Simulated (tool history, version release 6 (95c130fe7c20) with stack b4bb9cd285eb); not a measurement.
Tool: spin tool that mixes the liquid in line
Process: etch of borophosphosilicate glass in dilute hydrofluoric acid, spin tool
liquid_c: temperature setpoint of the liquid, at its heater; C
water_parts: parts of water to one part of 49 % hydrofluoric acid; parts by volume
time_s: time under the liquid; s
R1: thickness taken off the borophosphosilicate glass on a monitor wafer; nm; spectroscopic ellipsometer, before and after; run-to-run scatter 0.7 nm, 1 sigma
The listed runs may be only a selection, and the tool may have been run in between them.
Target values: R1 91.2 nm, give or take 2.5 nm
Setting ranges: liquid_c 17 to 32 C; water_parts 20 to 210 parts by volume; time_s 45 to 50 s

{"run": 1, "hour": 0.0, "liquid_c": 24, "water_parts": 115, "time_s": 45, "R1": 35.135}
{"run": 2, "hour": 2.9, "liquid_c": 26.5, "water_parts": 115, "time_s": 45, "R1": 38.195}
{"run": 3, "hour": 5.1, "liquid_c": 27, "water_parts": 105, "time_s": 45, "R1": 43.448}
{"run": 4, "hour": 9.8, "liquid_c": 27.5, "water_parts": 100, "time_s": 45, "R1": 47.727}
{"run": 5, "hour": 12.4, "liquid_c": 27.5, "water_parts": 100, "time_s": 45, "R1": 46.857}
{"run": 6, "hour": 20.9, "liquid_c": 28, "water_parts": 95, "time_s": 45, "R1": 51.08}
{"run": 7, "hour": 27.9, "liquid_c": 28.5, "water_parts": 90, "time_s": 45, "R1": 55.085}
{"run": 8, "hour": 31.0, "liquid_c": 29, "water_parts": 85, "time_s": 45, "R1": 59.607}
{"run": 9, "hour": 37.6, "liquid_c": 29.5, "water_parts": 80, "time_s": 45, "R1": 66.075}

Pick the move, out of 4, that brings all results within their allowed miss; only one does.
{"run": "A", "hour": 44.2, "liquid_c": 30, "water_parts": 70, "time_s": 50, "R1": "?"}
{"run": "B", "hour": 44.2, "liquid_c": 28, "water_parts": 65, "time_s": 50, "R1": "?"}
{"run": "C", "hour": 44.2, "liquid_c": 32, "water_parts": 65, "time_s": 45, "R1": "?"}
{"run": "D", "hour": 44.2, "liquid_c": 31, "water_parts": 65, "time_s": 45, "R1": "?"}

move=A R1=84.988
move=B R1=85.289
move=C R1=89.608
move=D R1=86.25
A: closes in on the targets versus the last run, not all within tolerance yet
B: closes in on the targets versus the last run, not all within tolerance yet
C: each result inside its tolerance
D: closes in on the targets versus the last run, not all within tolerance yet
C meets every target.

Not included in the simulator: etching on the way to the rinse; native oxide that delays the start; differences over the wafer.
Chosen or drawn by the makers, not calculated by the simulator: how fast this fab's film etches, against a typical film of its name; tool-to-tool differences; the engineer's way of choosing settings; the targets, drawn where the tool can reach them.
